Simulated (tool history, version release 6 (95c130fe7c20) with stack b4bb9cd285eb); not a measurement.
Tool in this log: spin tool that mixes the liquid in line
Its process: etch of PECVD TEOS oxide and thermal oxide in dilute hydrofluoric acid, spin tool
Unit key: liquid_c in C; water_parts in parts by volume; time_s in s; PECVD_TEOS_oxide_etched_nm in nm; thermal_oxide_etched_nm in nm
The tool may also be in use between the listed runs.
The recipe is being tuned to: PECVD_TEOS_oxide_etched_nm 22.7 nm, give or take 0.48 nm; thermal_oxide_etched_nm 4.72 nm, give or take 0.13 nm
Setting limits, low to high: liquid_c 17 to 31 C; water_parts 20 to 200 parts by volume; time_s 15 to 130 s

| run | hour | liquid_c | water_parts | time_s | PECVD_TEOS_oxide_etched_nm | thermal_oxide_etched_nm |
|---|---|---|---|---|---|---|
| 1 | 0 | 23 | 110 | 65 | 14.011 | 2.9276 |
| 2 | 8.9 | 24 | 110 | 65 | 14.587 | 3.0106 |
| 3 | 16 | 24 | 90 | 65 | 18.156 | 3.8053 |
| 4 | 21.8 | 24.5 | 90 | 65 | 18.859 | 3.8514 |
| 5 | 26.5 | 24.5 | 110 | 65 | 15.074 | 3.0969 |
| 6 | 34 | 24.5 | 90 | 65 | 18.566 | 3.8771 |
| 7 | 40.5 | 25 | 90 | 65 | 19.107 | 3.9372 |
| 8 | 44.6 | 25.5 | 90 | 65 | 19.359 | 4.0373 |
| 9 | 50.2 | 26 | 90 | 65 | 19.903 | 4.0784 |
| 10 | 51.8 | 26.5 | 90 | 65 | 20.05 | 4.2103 |
| 11 | 57.5 | 27 | 90 | 65 | 20.438 | 4.2518 |
| 12 | 60.1 | 27.5 | 90 | 65 | 20.924 | 4.3394 |
| 13 | 61.3 | 28 | 90 | 65 | 21.216 | 4.4345 |
| 14 | 64.6 | 29 | 90 | 65 | 22.044 | 4.5677 |

Exercise: of the 4 proposed moves below, exactly one satisfies all targets within the stated allowed misses. Which move is it?
| A | 67.9 | 28.5 | 110 | 80 | ? | ? |
| B | 67.9 | 31 | 125 | 85 | ? | ? |
| C | 67.9 | 30 | 115 | 85 | ? | ? |
| D | 67.9 | 29.5 | 115 | 80 | ? | ? |

| move | PECVD_TEOS_oxide_etched_nm | thermal_oxide_etched_nm |
|---|---|---|
| A | 21.146 | 4.4007 |
| B | 21.249 | 4.4221 |
| C | 22.575 | 4.6982 |
| D | 20.857 | 4.3405 |
A: misses by more than the last run did
B: misses by more than the last run did
C: in spec on every target
D: misses by more than the last run did
C is the move that brings every result within its allowed miss.
